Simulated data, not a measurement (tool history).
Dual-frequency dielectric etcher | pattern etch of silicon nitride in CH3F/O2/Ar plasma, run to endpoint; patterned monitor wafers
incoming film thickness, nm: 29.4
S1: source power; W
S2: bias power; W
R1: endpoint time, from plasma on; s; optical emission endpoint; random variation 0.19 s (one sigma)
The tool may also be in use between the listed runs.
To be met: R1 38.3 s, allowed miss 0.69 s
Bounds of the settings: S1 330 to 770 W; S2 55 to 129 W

run	hour	S1	S2	R1
1	0	550	92	31.767
2	1.7	550	99	30.94
3	9.2	590	99	29.979
4	15.9	530	95	31.789
5	18.8	480	91	33.552
6	23.4	540	91	32.54
7	26.1	490	89	33.823
8	28.6	450	88	35.175
9	30.7	450	88	35.245
10	38.8	430	88	35.922
11	41.4	410	88	36.415
12	42	400	88	37.054
13	44.3	390	88	37.378

5 next moves are on the table. One of them brings every result within its allowed miss. Which?
A	46.6	370	101	?
B	46.6	370	88	?
C	46.6	380	96	?
D	46.6	400	89	?
E	46.6	430	83	?

move	R1
A	36.691
B	38.657
C	36.962
D	37.167
E	36.93
A: further off than the last run
B: meets every target
C: further off than the last run
D: further off than the last run
E: further off than the last run
Move B is the one to make.
